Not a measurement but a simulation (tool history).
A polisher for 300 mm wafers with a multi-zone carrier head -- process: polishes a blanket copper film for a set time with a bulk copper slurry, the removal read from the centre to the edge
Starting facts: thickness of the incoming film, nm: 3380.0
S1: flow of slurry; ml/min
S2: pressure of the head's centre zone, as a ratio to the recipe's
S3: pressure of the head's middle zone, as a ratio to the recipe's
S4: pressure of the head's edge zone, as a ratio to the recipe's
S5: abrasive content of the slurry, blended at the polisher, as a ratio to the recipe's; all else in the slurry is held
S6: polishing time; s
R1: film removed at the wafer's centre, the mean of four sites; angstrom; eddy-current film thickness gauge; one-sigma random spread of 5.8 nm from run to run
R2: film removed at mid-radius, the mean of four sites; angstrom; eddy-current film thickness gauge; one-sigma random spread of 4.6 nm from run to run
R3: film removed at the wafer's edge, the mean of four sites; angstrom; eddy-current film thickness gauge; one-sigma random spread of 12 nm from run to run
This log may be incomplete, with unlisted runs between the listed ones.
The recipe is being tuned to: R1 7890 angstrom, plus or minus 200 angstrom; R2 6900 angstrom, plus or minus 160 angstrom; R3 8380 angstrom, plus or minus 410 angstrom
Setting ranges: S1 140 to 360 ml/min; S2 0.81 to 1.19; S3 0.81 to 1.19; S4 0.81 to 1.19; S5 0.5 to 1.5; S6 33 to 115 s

Run 1, hour 0: S1 230 ml/min, S2 1, S3 1, S4 1, S5 1, S6 73 s. Result: R1 7131.5 angstrom, R2 7754 angstrom, R3 7889.9 angstrom.
Run 2, hour 3.6: S1 230 ml/min, S2 1, S3 0.92, S4 1, S5 1, S6 73 s. Result: R1 7101.1 angstrom, R2 7256 angstrom, R3 7698.3 angstrom.
Run 3, hour 10: S1 235 ml/min, S2 1.01, S3 0.91, S4 1.02, S5 1, S6 73 s. Result: R1 7127 angstrom, R2 7194.9 angstrom, R3 8083.3 angstrom.
Run 4, hour 18.2: S1 240 ml/min, S2 1.02, S3 0.9, S4 1.02, S5 1, S6 73 s. Result: R1 7170.7 angstrom, R2 7303 angstrom, R3 7860.2 angstrom.
Run 5, hour 26.1: S1 230 ml/min, S2 1.04, S3 0.89, S4 1.04, S5 1, S6 73 s. Result: R1 7294.6 angstrom, R2 7113.2 angstrom, R3 7965.6 angstrom.
At hour 27: centre zone pressure recalibrated.
Run 6, hour 27: S1 230 ml/min, S2 1.04, S3 0.89, S4 1.01, S5 1, S6 73 s. Result: R1 8191.7 angstrom, R2 7058.6 angstrom, R3 7774.6 angstrom.
Run 7, hour 30.1: S1 225 ml/min, S2 1.04, S3 0.88, S4 1.02, S5 1.05, S6 73 s. Result: R1 8239.3 angstrom, R2 7132.5 angstrom, R3 8020.5 angstrom.
Run 8, hour 33.9: S1 225 ml/min, S2 1.04, S3 0.87, S4 1.03, S5 1.05, S6 73 s. Result: R1 8156.8 angstrom, R2 7054.6 angstrom, R3 8168.4 angstrom.
Run 9, hour 39.4: S1 225 ml/min, S2 1.03, S3 0.85, S4 1.04, S5 1.05, S6 73 s. Result: R1 8140 angstrom, R2 6945 angstrom, R3 8033.8 angstrom.
Run 10, hour 43.3: S1 225 ml/min, S2 1.03, S3 0.85, S4 1.05, S5 1.05, S6 73 s. Result: R1 8164.9 angstrom, R2 7000.2 angstrom, R3 7813 angstrom.
Run 11, hour 48.1: S1 235 ml/min, S2 1.04, S3 0.85, S4 1.04, S5 1, S6 73 s. Result: R1 8213.6 angstrom, R2 6920.9 angstrom, R3 8182.7 angstrom.
Run 12, hour 55.2: S1 240 ml/min, S2 1.03, S3 0.84, S4 1.06, S5 1, S6 73 s. Result: R1 8101.8 angstrom, R2 6917.5 angstrom, R3 8184.7 angstrom.
Run 13, hour 56.5: S1 240 ml/min, S2 1.03, S3 0.84, S4 1.07, S5 1, S6 73 s. Result: R1 8067.2 angstrom, R2 6814 angstrom, R3 8257.6 angstrom.

Below are 4 possible settings for the next run. Only one of them brings all results inside the allowed miss of their targets. Which is it?
Run A, hour 57.8: S1 265 ml/min, S2 1.05, S3 0.82, S4 1.19, S5 1.05, S6 69 s. Result: R1 ?, R2 ?, R3 ?.
Run B, hour 57.8: S1 290 ml/min, S2 0.95, S3 0.81, S4 1.06, S5 0.95, S6 75 s. Result: R1 ?, R2 ?, R3 ?.
Run C, hour 57.8: S1 215 ml/min, S2 1.03, S3 0.86, S4 1.14, S5 0.75, S6 76 s. Result: R1 ?, R2 ?, R3 ?.
Run D, hour 57.8: S1 220 ml/min, S2 1.08, S3 0.9, S4 1.09, S5 0.95, S6 73 s. Result: R1 ?, R2 ?, R3 ?.

move      R1      R2      R3
   A  8018.9  6535.2  8408.2
   B  7782.1  6952.5  8479.4
   C  7761.1  6691.9  8190.2
   D  8299.7  7043.8  8145.5
A: brings the result that was furthest off to its target, and leaves another outside
B: each result inside its tolerance
C: brings the result that was furthest off to its target, and leaves another outside
D: the biggest miss grows against the last run
Go with B: it meets all targets.

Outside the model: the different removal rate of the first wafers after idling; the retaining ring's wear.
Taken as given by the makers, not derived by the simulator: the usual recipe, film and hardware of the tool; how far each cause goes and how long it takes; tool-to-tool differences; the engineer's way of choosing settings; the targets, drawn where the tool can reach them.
